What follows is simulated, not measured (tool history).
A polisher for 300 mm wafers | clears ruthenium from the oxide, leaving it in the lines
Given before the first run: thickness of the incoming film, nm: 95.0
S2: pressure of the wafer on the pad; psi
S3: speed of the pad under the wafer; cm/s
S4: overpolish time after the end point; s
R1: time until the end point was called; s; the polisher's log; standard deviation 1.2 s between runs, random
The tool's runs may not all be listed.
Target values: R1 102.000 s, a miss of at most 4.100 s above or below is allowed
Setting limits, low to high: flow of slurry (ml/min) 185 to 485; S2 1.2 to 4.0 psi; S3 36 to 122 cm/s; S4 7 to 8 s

Run 1, day 0.000: flow of slurry (ml/min) 310, S2 2.6 psi, S3 78 cm/s, S4 8 s. Result: R1 80.999 s.
Run 2, day 0.238: flow of slurry (ml/min) 310, S2 2.5 psi, S3 78 cm/s, S4 8 s. Result: R1 81.244 s.
Run 3, day 0.454: flow of slurry (ml/min) 370, S2 2.5 psi, S3 78 cm/s, S4 8 s. Result: R1 79.758 s.
Run 4, day 0.633: flow of slurry (ml/min) 370, S2 2.8 psi, S3 78 cm/s, S4 8 s. Result: R1 74.943 s.
Run 5, day 0.967: flow of slurry (ml/min) 370, S2 2.8 psi, S3 78 cm/s, S4 8 s. Result: R1 75.226 s.
Run 6, day 1.138: flow of slurry (ml/min) 370, S2 2.7 psi, S3 78 cm/s, S4 8 s. Result: R1 75.554 s.
Run 7, day 1.500: flow of slurry (ml/min) 370, S2 2.6 psi, S3 78 cm/s, S4 8 s. Result: R1 78.196 s.
Run 8, day 1.692: flow of slurry (ml/min) 370, S2 2.5 psi, S3 78 cm/s, S4 8 s. Result: R1 80.583 s.
Run 9, day 2.050: flow of slurry (ml/min) 370, S2 2.4 psi, S3 78 cm/s, S4 8 s. Result: R1 83.440 s.
Run 10, day 2.238: flow of slurry (ml/min) 370, S2 2.3 psi, S3 78 cm/s, S4 8 s. Result: R1 84.120 s.

Exactly one of the 4 candidate moves below puts every result within its allowed miss. Which one?
Run A, day 2.425: flow of slurry (ml/min) 400, S2 2.4 psi, S3 58 cm/s, S4 8 s. Result: R1 ?.
Run B, day 2.425: flow of slurry (ml/min) 380, S2 2.8 psi, S3 94 cm/s, S4 8 s. Result: R1 ?.
Run C, day 2.425: flow of slurry (ml/min) 465, S2 2.0 psi, S3 78 cm/s, S4 7 s. Result: R1 ?.
Run D, day 2.425: flow of slurry (ml/min) 380, S2 2.6 psi, S3 94 cm/s, S4 7 s. Result: R1 ?.

move       R1
   A  102.840
   B   64.274
   C   93.561
   D   67.952
A: all results in spec
B: further off than the last run
C: better than the last run, though not everything is in spec
D: further off than the last run
Answer: A

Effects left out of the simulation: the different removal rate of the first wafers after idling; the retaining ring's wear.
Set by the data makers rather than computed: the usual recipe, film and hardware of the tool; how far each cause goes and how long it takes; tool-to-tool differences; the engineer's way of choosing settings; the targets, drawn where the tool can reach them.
